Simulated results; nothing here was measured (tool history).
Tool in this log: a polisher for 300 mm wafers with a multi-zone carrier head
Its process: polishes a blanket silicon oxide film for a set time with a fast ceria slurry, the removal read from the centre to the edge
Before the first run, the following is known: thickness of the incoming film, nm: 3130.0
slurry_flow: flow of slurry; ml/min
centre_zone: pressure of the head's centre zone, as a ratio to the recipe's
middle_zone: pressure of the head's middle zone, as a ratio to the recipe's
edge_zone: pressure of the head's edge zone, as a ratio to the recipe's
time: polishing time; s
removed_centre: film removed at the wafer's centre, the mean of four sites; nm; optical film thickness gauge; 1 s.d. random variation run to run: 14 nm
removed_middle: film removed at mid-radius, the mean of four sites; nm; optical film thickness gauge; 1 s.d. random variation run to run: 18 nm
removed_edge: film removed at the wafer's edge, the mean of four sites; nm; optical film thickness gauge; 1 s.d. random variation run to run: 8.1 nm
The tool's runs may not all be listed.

| run | hour | slurry_flow | centre_zone | middle_zone | edge_zone | time | removed_centre | removed_middle | removed_edge |
|---|---|---|---|---|---|---|---|---|---|
| 1 | 0.0 | 230 | 1.00 | 1.00 | 1.00 | 59 | 790.63 | 770.33 | 781.80 |
| 2 | 1.3 | 270 | 1.00 | 1.00 | 1.00 | 59 | 787.88 | 790.17 | 775.14 |
| 3 | 3.6 | 280 | 1.02 | 1.04 | 1.03 | 66 | 913.57 | 920.18 | 889.32 |
| 4 | 11.3 | 280 | 1.02 | 0.96 | 1.03 | 66 | 901.60 | 844.74 | 883.80 |
| 5 | 12.3 | 280 | 1.02 | 0.89 | 1.03 | 66 | 930.52 | 773.88 | 885.51 |
| 6 | 19.6 | 280 | 1.02 | 0.89 | 1.07 | 66 | 912.90 | 796.62 | 887.42 |

Run 7, settings as shown, results not yet in. Your forecast:
| 7 | 21.6 | 290 | 1.04 | 0.96 | 1.08 | 71 | ? | ? | ? |

removed_centre: 1012.20 nm
removed_middle: 913.15 nm
removed_edge: 963.70 nm
